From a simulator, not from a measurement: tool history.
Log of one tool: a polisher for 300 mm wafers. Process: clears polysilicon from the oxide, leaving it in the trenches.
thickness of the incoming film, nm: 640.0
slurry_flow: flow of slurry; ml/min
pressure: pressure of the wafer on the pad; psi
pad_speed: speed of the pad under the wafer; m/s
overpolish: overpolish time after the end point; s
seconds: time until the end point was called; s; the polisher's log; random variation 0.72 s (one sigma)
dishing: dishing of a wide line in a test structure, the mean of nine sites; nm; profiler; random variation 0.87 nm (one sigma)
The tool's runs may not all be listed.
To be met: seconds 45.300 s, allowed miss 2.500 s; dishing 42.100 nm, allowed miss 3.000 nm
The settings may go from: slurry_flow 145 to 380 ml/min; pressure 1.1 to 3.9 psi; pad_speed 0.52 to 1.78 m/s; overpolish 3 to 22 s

Run 1, day 0.000: slurry_flow 245 ml/min, pressure 2.5 psi, pad_speed 1.14 m/s, overpolish 11 s. Result: seconds 52.791 s, dishing 54.966 nm.
Run 2, day 0.217: slurry_flow 245 ml/min, pressure 2.5 psi, pad_speed 1.28 m/s, overpolish 11 s. Result: seconds 45.574 s, dishing 56.258 nm.
Run 3, day 0.417: slurry_flow 235 ml/min, pressure 2.4 psi, pad_speed 1.32 m/s, overpolish 8 s. Result: seconds 48.424 s, dishing 52.257 nm.
Run 4, day 0.742: slurry_flow 250 ml/min, pressure 2.4 psi, pad_speed 1.34 m/s, overpolish 6 s. Result: seconds 46.399 s, dishing 45.795 nm.
Run 5, day 0.929: slurry_flow 260 ml/min, pressure 2.4 psi, pad_speed 1.34 m/s, overpolish 6 s. Result: seconds 44.953 s, dishing 45.205 nm.
Run 6, day 1.000: slurry_flow 260 ml/min, pressure 2.4 psi, pad_speed 1.34 m/s, overpolish 3 s. Result: seconds 45.044 s, dishing 30.205 nm.
At day 1.142: worn pad replaced by a new one.
Run 7, day 1.142: slurry_flow 240 ml/min, pressure 2.4 psi, pad_speed 1.38 m/s, overpolish 4 s. Result: seconds 41.762 s, dishing 38.480 nm.
Run 8, day 1.267: slurry_flow 240 ml/min, pressure 2.3 psi, pad_speed 1.38 m/s, overpolish 4 s. Result: seconds 44.269 s, dishing 37.992 nm.
Run 9, day 1.400: slurry_flow 240 ml/min, pressure 2.2 psi, pad_speed 1.38 m/s, overpolish 9 s. Result: seconds 45.655 s, dishing 54.175 nm.
Run 10, day 1.479: slurry_flow 255 ml/min, pressure 2.2 psi, pad_speed 1.36 m/s, overpolish 8 s. Result: seconds 47.668 s, dishing 52.556 nm.

5 next moves are on the table. One of them brings every result within its allowed miss. Which?
Run A, day 1.558: slurry_flow 380 ml/min, pressure 1.6 psi, pad_speed 1.54 m/s, overpolish 6 s. Result: seconds ?, dishing ?.
Run B, day 1.558: slurry_flow 245 ml/min, pressure 1.8 psi, pad_speed 1.74 m/s, overpolish 5 s. Result: seconds ?, dishing ?.
Run C, day 1.558: slurry_flow 290 ml/min, pressure 1.6 psi, pad_speed 1.78 m/s, overpolish 14 s. Result: seconds ?, dishing ?.
Run D, day 1.558: slurry_flow 290 ml/min, pressure 2.0 psi, pad_speed 1.36 m/s, overpolish 11 s. Result: seconds ?, dishing ?.
Run E, day 1.558: slurry_flow 270 ml/min, pressure 2.3 psi, pad_speed 1.18 m/s, overpolish 4 s. Result: seconds ?, dishing ?.

move  seconds  dishing
   A   54.637   41.189
   B   44.755   41.555
   C   48.329   56.505
   D   50.769   53.453
   E   51.219   33.825
A: brings the result that was furthest off to its target, and leaves another outside
B: meets every target
C: further off than the last run
D: further off than the last run
E: takes the result that was furthest off past its target
The right move is B.
